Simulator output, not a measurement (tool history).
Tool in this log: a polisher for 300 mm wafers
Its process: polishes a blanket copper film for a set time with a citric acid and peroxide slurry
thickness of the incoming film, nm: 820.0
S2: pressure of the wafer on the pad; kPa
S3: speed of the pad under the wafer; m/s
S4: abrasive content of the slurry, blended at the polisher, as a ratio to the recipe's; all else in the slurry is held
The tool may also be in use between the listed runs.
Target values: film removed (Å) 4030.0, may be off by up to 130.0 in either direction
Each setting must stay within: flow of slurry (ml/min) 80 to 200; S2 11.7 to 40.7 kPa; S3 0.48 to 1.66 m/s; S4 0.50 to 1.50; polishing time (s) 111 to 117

{"run": 1, "hour": 0.0, "flow of slurry (ml/min)": 130, "S2": 26.2, "S3": 1.06, "S4": 1.0, "polishing time (s)": 111, "film removed (Å)": 3171.0}
{"run": 2, "hour": 5.1, "flow of slurry (ml/min)": 135, "S2": 26.9, "S3": 1.06, "S4": 1.0, "polishing time (s)": 111, "film removed (Å)": 3278.2}
{"run": 3, "hour": 6.7, "flow of slurry (ml/min)": 135, "S2": 26.9, "S3": 1.3, "S4": 1.0, "polishing time (s)": 111, "film removed (Å)": 3688.2}
{"run": 4, "hour": 9.4, "flow of slurry (ml/min)": 135, "S2": 26.9, "S3": 1.1, "S4": 1.0, "polishing time (s)": 111, "film removed (Å)": 3381.4}
{"run": 5, "hour": 16.1, "flow of slurry (ml/min)": 150, "S2": 26.9, "S3": 1.1, "S4": 1.0, "polishing time (s)": 111, "film removed (Å)": 3391.9}
{"run": 6, "hour": 21.6, "flow of slurry (ml/min)": 150, "S2": 24.1, "S3": 1.1, "S4": 1.0, "polishing time (s)": 111, "film removed (Å)": 3083.0}
{"run": 7, "hour": 25.0, "flow of slurry (ml/min)": 150, "S2": 25.5, "S3": 1.1, "S4": 1.0, "polishing time (s)": 111, "film removed (Å)": 3267.5}
{"run": 8, "hour": 32.9, "flow of slurry (ml/min)": 155, "S2": 26.2, "S3": 1.1, "S4": 1.0, "polishing time (s)": 111, "film removed (Å)": 3320.1}
{"run": 9, "hour": 38.0, "flow of slurry (ml/min)": 155, "S2": 26.9, "S3": 1.1, "S4": 1.0, "polishing time (s)": 111, "film removed (Å)": 3372.7}
{"run": 10, "hour": 39.2, "flow of slurry (ml/min)": 155, "S2": 27.6, "S3": 1.1, "S4": 1.0, "polishing time (s)": 111, "film removed (Å)": 3517.9}
{"run": 11, "hour": 46.7, "flow of slurry (ml/min)": 155, "S2": 28.3, "S3": 1.1, "S4": 1.0, "polishing time (s)": 111, "film removed (Å)": 3591.5}
{"run": 12, "hour": 49.4, "flow of slurry (ml/min)": 155, "S2": 29.0, "S3": 1.1, "S4": 1.0, "polishing time (s)": 111, "film removed (Å)": 3680.9}
{"run": 13, "hour": 54.3, "flow of slurry (ml/min)": 155, "S2": 29.6, "S3": 1.1, "S4": 1.0, "polishing time (s)": 111, "film removed (Å)": 3667.6}

Exercise: of the 4 proposed moves below, exactly one satisfies all targets within the stated allowed misses. Which move is it?
{"run": "A", "hour": 59.2, "flow of slurry (ml/min)": 165, "S2": 29.0, "S3": 1.08, "S4": 1.0, "polishing time (s)": 111, "film removed (Å)": "?"}
{"run": "B", "hour": 59.2, "flow of slurry (ml/min)": 160, "S2": 28.3, "S3": 1.26, "S4": 1.15, "polishing time (s)": 111, "film removed (Å)": "?"}
{"run": "C", "hour": 59.2, "flow of slurry (ml/min)": 135, "S2": 29.0, "S3": 1.08, "S4": 1.05, "polishing time (s)": 117, "film removed (Å)": "?"}
{"run": "D", "hour": 59.2, "flow of slurry (ml/min)": 150, "S2": 31.7, "S3": 1.0, "S4": 1.0, "polishing time (s)": 113, "film removed (Å)": "?"}

move=A film_removed_(Å)=3684.0
move=B film_removed_(Å)=4127.2
move=C film_removed_(Å)=3845.7
move=D film_removed_(Å)=3838.9
A: no better and no worse than the last run
B: all results in spec
C: nearer than the last run, and not there yet
D: nearer than the last run, and not there yet
Move B is the one to make.

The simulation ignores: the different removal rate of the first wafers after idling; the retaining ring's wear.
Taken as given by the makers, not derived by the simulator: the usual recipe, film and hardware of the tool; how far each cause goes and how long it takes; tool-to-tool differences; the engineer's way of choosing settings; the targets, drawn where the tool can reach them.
